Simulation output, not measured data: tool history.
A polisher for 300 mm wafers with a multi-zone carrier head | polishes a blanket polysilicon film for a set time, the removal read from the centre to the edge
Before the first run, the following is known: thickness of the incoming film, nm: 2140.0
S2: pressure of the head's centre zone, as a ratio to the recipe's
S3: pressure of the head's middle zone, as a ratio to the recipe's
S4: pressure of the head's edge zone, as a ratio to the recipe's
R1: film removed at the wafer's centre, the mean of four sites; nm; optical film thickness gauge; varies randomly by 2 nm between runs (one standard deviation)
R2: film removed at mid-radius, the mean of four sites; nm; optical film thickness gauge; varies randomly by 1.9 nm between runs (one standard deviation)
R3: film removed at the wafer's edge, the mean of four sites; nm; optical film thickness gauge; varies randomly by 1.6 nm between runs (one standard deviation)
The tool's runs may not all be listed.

{"run": 1, "hour": 0.0, "flow of slurry (ml/min)": 160, "S2": 1.0, "S3": 1.0, "S4": 1.0, "polishing time (s)": 36, "R1": 298.48, "R2": 279.56, "R3": 304.26}
{"run": 2, "hour": 5.5, "flow of slurry (ml/min)": 155, "S2": 0.98, "S3": 0.99, "S4": 0.98, "polishing time (s)": 36, "R1": 286.6, "R2": 284.09, "R3": 299.11}
{"run": 3, "hour": 9.2, "flow of slurry (ml/min)": 155, "S2": 0.98, "S3": 0.99, "S4": 1.05, "polishing time (s)": 36, "R1": 286.71, "R2": 283.79, "R3": 308.85}
{"run": 4, "hour": 12.5, "flow of slurry (ml/min)": 155, "S2": 0.98, "S3": 0.99, "S4": 1.05, "polishing time (s)": 42, "R1": 332.6, "R2": 324.87, "R3": 359.83}
{"run": 5, "hour": 17.5, "flow of slurry (ml/min)": 150, "S2": 0.97, "S3": 0.97, "S4": 1.03, "polishing time (s)": 40, "R1": 314.15, "R2": 308.39, "R3": 335.16}
{"run": 6, "hour": 23.2, "flow of slurry (ml/min)": 135, "S2": 0.97, "S3": 0.97, "S4": 1.03, "polishing time (s)": 40, "R1": 303.55, "R2": 298.9, "R3": 333.85}
{"run": 7, "hour": 30.5, "flow of slurry (ml/min)": 130, "S2": 0.96, "S3": 0.95, "S4": 1.01, "polishing time (s)": 39, "R1": 290.43, "R2": 285.86, "R3": 317.19}
{"run": 8, "hour": 34.5, "flow of slurry (ml/min)": 100, "S2": 0.86, "S3": 0.85, "S4": 0.91, "polishing time (s)": 34, "R1": 205.73, "R2": 214.94, "R3": 251.27}

Predict the results of run 9:
{"run": 9, "hour": 39.5, "flow of slurry (ml/min)": 100, "S2": 0.86, "S3": 0.85, "S4": 0.91, "polishing time (s)": 34, "R1": "?", "R2": "?", "R3": "?"}

{"run 9": {"R1": 205.66, "R2": 214.5, "R3": 253.11}}
